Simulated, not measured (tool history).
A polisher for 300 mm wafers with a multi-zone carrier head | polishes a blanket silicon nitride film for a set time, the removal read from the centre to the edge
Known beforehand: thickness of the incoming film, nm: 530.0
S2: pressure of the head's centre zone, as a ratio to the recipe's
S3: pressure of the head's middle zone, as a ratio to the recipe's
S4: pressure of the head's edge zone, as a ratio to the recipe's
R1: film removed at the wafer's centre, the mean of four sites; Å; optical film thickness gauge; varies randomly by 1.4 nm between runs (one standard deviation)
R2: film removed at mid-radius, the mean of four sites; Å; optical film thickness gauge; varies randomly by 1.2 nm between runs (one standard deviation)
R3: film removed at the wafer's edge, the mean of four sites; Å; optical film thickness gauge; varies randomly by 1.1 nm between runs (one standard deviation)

{"run": 1, "day": 0.0, "flow of slurry (ml/min)": 160, "S2": 1, "S3": 1, "S4": 1, "polishing time (s)": 77, "R1": 1628.5, "R2": 1582, "R3": 1619.6}
{"run": 2, "day": 0.342, "flow of slurry (ml/min)": 160, "S2": 0.98, "S3": 1.02, "S4": 0.98, "polishing time (s)": 73, "R1": 1511.1, "R2": 1541.9, "R3": 1510.8}
{"run": 3, "day": 0.45, "flow of slurry (ml/min)": 160, "S2": 0.98, "S3": 1.09, "S4": 0.98, "polishing time (s)": 73, "R1": 1537.4, "R2": 1596.4, "R3": 1483.6}
{"run": 4, "day": 0.704, "flow of slurry (ml/min)": 160, "S2": 1.06, "S3": 1.09, "S4": 0.98, "polishing time (s)": 73, "R1": 1629.4, "R2": 1612.1, "R3": 1468.6}
{"run": 5, "day": 0.929, "flow of slurry (ml/min)": 155, "S2": 1.02, "S3": 1.1, "S4": 0.97, "polishing time (s)": 70, "R1": 1504.2, "R2": 1534.3, "R3": 1405.1}
{"run": 6, "day": 1.254, "flow of slurry (ml/min)": 120, "S2": 1.02, "S3": 1.1, "S4": 0.97, "polishing time (s)": 70, "R1": 1401.6, "R2": 1474.9, "R3": 1350.9}
{"run": 7, "day": 1.446, "flow of slurry (ml/min)": 115, "S2": 1, "S3": 1.11, "S4": 0.96, "polishing time (s)": 68, "R1": 1340.4, "R2": 1414.5, "R3": 1329}

Run 8 is up next; what results do you expect?
{"run": 8, "day": 1.604, "flow of slurry (ml/min)": 120, "S2": 0.97, "S3": 1.12, "S4": 0.94, "polishing time (s)": 65, "R1": "?", "R2": "?", "R3": "?"}

Run 8 measured R1 1220.3 Å, R2 1405.1 Å, R3 1244.5 Å.

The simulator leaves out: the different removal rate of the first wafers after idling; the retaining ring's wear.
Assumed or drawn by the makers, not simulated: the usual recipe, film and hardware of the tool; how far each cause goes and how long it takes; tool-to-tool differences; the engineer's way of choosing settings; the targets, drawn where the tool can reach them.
